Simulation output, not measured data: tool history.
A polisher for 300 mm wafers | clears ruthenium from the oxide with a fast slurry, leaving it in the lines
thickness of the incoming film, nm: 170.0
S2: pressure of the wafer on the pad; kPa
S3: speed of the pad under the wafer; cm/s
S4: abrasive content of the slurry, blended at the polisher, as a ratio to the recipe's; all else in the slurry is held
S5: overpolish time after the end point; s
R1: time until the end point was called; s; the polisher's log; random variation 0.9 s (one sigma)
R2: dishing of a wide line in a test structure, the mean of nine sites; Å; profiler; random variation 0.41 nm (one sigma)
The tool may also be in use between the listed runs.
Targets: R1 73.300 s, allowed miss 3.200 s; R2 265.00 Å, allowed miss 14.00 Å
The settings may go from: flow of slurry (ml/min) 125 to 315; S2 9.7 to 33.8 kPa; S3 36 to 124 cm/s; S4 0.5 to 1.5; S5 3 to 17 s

run 1 hour=0.0 | flow_of_slurry_(ml/min)=205 S2=21.4 S3=80 S4=1.0 S5=9 | R1=46.390 R2=240.47
run 2 hour=3.4 | flow_of_slurry_(ml/min)=205 S2=20.0 S3=80 S4=1.0 S5=10 | R1=50.939 R2=250.26
run 3 hour=9.8 | flow_of_slurry_(ml/min)=205 S2=19.3 S3=80 S4=1.0 S5=10 | R1=52.645 R2=243.36
run 4 hour=14.3 | flow_of_slurry_(ml/min)=205 S2=23.4 S3=80 S4=1.0 S5=10 | R1=42.839 R2=275.63
run 5 hour=15.2 | flow_of_slurry_(ml/min)=205 S2=23.4 S3=98 S4=1.0 S5=10 | R1=36.392 R2=312.74
run 6 hour=20.8 | flow_of_slurry_(ml/min)=205 S2=21.4 S3=98 S4=1.0 S5=10 | R1=40.058 R2=298.11
run 7 hour=28.5 | flow_of_slurry_(ml/min)=205 S2=21.4 S3=98 S4=1.0 S5=10 | R1=39.905 R2=298.04
run 8 hour=30.6 | flow_of_slurry_(ml/min)=205 S2=20.0 S3=98 S4=1.0 S5=10 | R1=42.533 R2=277.35
run 9 hour=37.6 | flow_of_slurry_(ml/min)=205 S2=18.6 S3=98 S4=1.0 S5=11 | R1=45.862 R2=286.17
run 10 hour=46.4 | flow_of_slurry_(ml/min)=200 S2=12.4 S3=96 S4=1.0 S5=15 | R1=68.071 R2=274.85

Which of these 4 next moves meets every target?
run A hour=55.2 | flow_of_slurry_(ml/min)=165 S2=13.1 S3=82 S4=1.1 S5=16 | R1=? R2=?
run B hour=55.2 | flow_of_slurry_(ml/min)=200 S2=12.4 S3=106 S4=1.0 S5=13 | R1=? R2=?
run C hour=55.2 | flow_of_slurry_(ml/min)=130 S2=12.4 S3=94 S4=1.3 S5=16 | R1=? R2=?
run D hour=55.2 | flow_of_slurry_(ml/min)=200 S2=13.8 S3=90 S4=1.0 S5=17 | R1=? R2=?

move=A R1=73.006 R2=265.92
move=B R1=63.177 R2=252.81
move=C R1=66.668 R2=285.62
move=D R1=65.542 R2=303.22
A: meets every target
B: further off than the last run
C: further off than the last run
D: further off than the last run
Answer: A
